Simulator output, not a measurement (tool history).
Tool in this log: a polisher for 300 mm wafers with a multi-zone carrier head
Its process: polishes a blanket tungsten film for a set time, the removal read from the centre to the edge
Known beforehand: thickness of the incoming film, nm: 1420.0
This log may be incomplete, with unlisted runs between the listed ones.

run,hour,flow of slurry (ml/min),pressure of the head's centre zone,pressure of the head's middle zone,pressure of the head's edge zone,abrasive content of the slurry,polishing time (s),film removed at the wafer's centre (nm),film removed at mid-radius (nm),film removed at the wafer's edge (nm)
1,0,135,1,1,1,1,36,189.31,190.58,188.14
2,4.2,135,1,0.92,1,1,36,190.22,178.09,191.96
3,8,135,1,0.96,1,1,36,188.21,186.63,194.91
4,15.2,135,1,0.96,1,1.2,36,200.28,186.96,198.83
5,16.3,115,0.99,0.91,0.96,0.95,29,147.07,136.39,144.62
6,21.6,115,0.99,0.83,0.96,0.95,29,144.48,127.42,148.77
7,29.8,105,0.97,0.82,0.96,0.85,25,118.89,103.92,126.97
8,33.9,100,0.89,0.87,0.86,0.6,18,74.316,73.989,78.667
9,42.8,110,0.9,0.86,0.89,0.6,18,75.787,75.868,81.498

Run 10 has not been measured yet. What should we expect?
10,49.1,110,0.92,0.85,0.92,0.6,18,?,?,?

film removed at the wafer's centre (nm): 77.66
film removed at mid-radius (nm): 75.368
film removed at the wafer's edge (nm): 83.394
